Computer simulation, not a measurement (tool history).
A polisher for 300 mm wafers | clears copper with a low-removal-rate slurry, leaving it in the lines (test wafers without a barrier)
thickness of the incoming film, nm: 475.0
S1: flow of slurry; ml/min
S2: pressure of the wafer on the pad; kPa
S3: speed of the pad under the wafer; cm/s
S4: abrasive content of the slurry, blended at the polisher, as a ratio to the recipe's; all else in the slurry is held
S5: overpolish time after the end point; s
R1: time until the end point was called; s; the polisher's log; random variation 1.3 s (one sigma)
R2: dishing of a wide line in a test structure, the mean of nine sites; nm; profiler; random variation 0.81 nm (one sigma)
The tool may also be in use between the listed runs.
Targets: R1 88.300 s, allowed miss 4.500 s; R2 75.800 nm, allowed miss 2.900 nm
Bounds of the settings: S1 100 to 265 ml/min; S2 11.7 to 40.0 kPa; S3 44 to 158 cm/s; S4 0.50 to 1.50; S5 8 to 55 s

| run | hour | S1 | S2 | S3 | S4 | S5 | R1 | R2 |
|---|---|---|---|---|---|---|---|---|
| 1 | 0.0 | 170 | 25.5 | 100 | 1.00 | 28 | 122.230 | 48.822 |
| 2 | 6.0 | 205 | 25.5 | 100 | 1.00 | 28 | 120.400 | 51.317 |
| 3 | 11.2 | 205 | 26.9 | 100 | 1.00 | 29 | 115.150 | 53.258 |
| 4 | 14.6 | 205 | 27.6 | 100 | 1.00 | 30 | 112.990 | 55.142 |
| 5 | 17.1 | 205 | 28.3 | 100 | 1.00 | 31 | 112.050 | 56.789 |
| 6 | 19.8 | 205 | 29.6 | 100 | 1.00 | 32 | 106.670 | 59.526 |
| 7 | 23.4 | 205 | 30.3 | 100 | 1.00 | 33 | 104.420 | 61.872 |
| 8 | 30.3 | 205 | 30.3 | 100 | 1.00 | 33 | 106.230 | 60.674 |
| 9 | 36.9 | 205 | 35.9 | 100 | 1.00 | 37 | 94.921 | 71.948 |
|  | 38.5 | head pressure recalibrated |
| 10 | 38.5 | 215 | 38.6 | 100 | 1.00 | 37 | 79.966 | 78.049 |
| 11 | 39.8 | 210 | 38.6 | 100 | 1.00 | 37 | 80.493 | 78.291 |
| 12 | 44.9 | 205 | 38.6 | 100 | 1.00 | 37 | 81.531 | 76.169 |

4 next moves are on the table. One of them brings every result within its allowed miss. Which?
| A | 50.0 | 165 | 38.6 | 98 | 0.90 | 48 | ? | ? |
| B | 50.0 | 225 | 40.0 | 106 | 0.95 | 33 | ? | ? |
| C | 50.0 | 235 | 37.2 | 98 | 0.85 | 40 | ? | ? |
| D | 50.0 | 200 | 40.0 | 106 | 0.90 | 43 | ? | ? |

| move | R1 | R2 |
|---|---|---|
| A | 87.287 | 81.350 |
| B | 73.984 | 74.911 |
| C | 86.821 | 75.369 |
| D | 76.347 | 82.457 |
A: brings the result that was furthest off to its target, and leaves another outside
B: further off than the last run
C: meets every target
D: further off than the last run
Move C is the one to make.

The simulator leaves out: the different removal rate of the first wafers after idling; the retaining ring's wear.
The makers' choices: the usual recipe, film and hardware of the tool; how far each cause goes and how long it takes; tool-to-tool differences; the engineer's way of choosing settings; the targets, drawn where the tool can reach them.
